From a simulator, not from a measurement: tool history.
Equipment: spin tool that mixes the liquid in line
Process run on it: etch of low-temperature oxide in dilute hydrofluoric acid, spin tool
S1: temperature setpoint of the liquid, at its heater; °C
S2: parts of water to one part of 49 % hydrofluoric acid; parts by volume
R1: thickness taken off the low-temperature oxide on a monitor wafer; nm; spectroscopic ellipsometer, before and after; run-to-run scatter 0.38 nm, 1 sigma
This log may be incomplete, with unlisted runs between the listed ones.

{"run": 1, "day": 0.0, "S1": 21, "S2": 175, "time under the liquid (s)": 130, "R1": 9.4514}
{"run": 2, "day": 0.112, "S1": 21, "S2": 175, "time under the liquid (s)": 135, "R1": 9.843}
{"run": 3, "day": 0.212, "S1": 22, "S2": 155, "time under the liquid (s)": 135, "R1": 11.667}
{"run": 4, "day": 0.275, "S1": 22, "S2": 155, "time under the liquid (s)": 130, "R1": 11.298}
{"run": 5, "day": 0.304, "S1": 22, "S2": 210, "time under the liquid (s)": 130, "R1": 7.851}
{"run": 6, "day": 0.571, "S1": 19.5, "S2": 210, "time under the liquid (s)": 130, "R1": 7.1333}
{"run": 7, "day": 0.696, "S1": 21, "S2": 185, "time under the liquid (s)": 130, "R1": 8.8791}
{"run": 8, "day": 1.071, "S1": 25, "S2": 115, "time under the liquid (s)": 135, "R1": 18.348}
{"run": 9, "day": 1.196, "S1": 29, "S2": 45, "time under the liquid (s)": 135, "R1": 61.348}
{"run": 10, "day": 1.262, "S1": 28.5, "S2": 45, "time under the liquid (s)": 135, "R1": 59.092}

Predict the results of run 11:
{"run": 11, "day": 1.438, "S1": 28, "S2": 45, "time under the liquid (s)": 135, "R1": "?"}

{"run 11": {"R1": 58.46}}
